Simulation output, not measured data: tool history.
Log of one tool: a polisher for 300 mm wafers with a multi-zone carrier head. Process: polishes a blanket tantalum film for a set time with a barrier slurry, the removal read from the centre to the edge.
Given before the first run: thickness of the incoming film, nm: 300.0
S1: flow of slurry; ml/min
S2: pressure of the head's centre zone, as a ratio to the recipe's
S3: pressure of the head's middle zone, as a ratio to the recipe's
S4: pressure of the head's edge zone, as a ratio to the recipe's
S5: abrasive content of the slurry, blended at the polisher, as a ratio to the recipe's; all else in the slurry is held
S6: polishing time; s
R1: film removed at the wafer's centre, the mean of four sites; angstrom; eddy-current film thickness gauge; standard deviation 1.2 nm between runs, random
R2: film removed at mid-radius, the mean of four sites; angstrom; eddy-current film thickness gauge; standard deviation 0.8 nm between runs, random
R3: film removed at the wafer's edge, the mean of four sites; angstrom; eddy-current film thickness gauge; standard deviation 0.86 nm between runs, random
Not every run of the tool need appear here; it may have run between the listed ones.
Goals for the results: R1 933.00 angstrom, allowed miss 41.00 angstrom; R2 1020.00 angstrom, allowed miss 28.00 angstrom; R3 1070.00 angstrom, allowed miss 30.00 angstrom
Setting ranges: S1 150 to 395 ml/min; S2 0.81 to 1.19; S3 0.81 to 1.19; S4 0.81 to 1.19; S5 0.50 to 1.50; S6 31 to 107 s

run,hour,S1,S2,S3,S4,S5,S6,R1,R2,R3
1,0.0,250,1.00,1.00,1.00,1.00,69,767.63,760.25,747.14
2,4.2,250,0.99,1.00,1.02,1.05,70,771.17,781.67,776.92
3,9.3,250,0.99,1.00,0.97,1.05,70,796.45,773.69,754.19
4,15.9,250,0.99,1.00,0.97,1.15,70,801.96,788.92,782.03
5,16.6,255,0.99,1.01,0.99,1.20,71,837.89,844.34,807.38
6,18.2,255,0.99,1.01,0.99,1.20,78,911.49,915.59,889.96
7,23.9,260,0.99,1.01,1.01,1.25,78,902.26,925.28,901.49
8,28.1,275,0.97,0.98,1.11,1.50,83,1032.10,1012.60,1058.30
9,32.0,275,0.96,0.98,1.11,1.50,83,1009.60,1026.90,1071.20
10,39.8,275,0.95,0.98,1.11,1.50,83,976.83,1031.00,1067.80
11,42.8,265,0.94,0.97,1.11,1.50,83,975.59,989.18,1077.30

Which one of the following 4 next-run settings gets every result inside its allowed miss? There is exactly one.
A,45.8,265,0.90,0.99,1.12,1.50,83,?,?,?
B,45.8,260,1.06,0.91,0.97,1.50,84,?,?,?
C,45.8,275,0.97,1.03,1.11,1.50,85,?,?,?
D,45.8,380,0.95,0.90,1.06,1.45,85,?,?,?

move,R1,R2,R3
A,940.18,1024.00,1080.60
B,1118.70,962.98,1018.10
C,1043.50,1088.50,1104.50
D,1047.50,994.31,1098.00
A: all results land within tolerance of their targets
B: moves away from the targets compared with the last run
C: takes the result that was furthest off past its target
D: gets the furthest-off result to its target, but another result is out of tolerance
A is the move that brings every result within its allowed miss.

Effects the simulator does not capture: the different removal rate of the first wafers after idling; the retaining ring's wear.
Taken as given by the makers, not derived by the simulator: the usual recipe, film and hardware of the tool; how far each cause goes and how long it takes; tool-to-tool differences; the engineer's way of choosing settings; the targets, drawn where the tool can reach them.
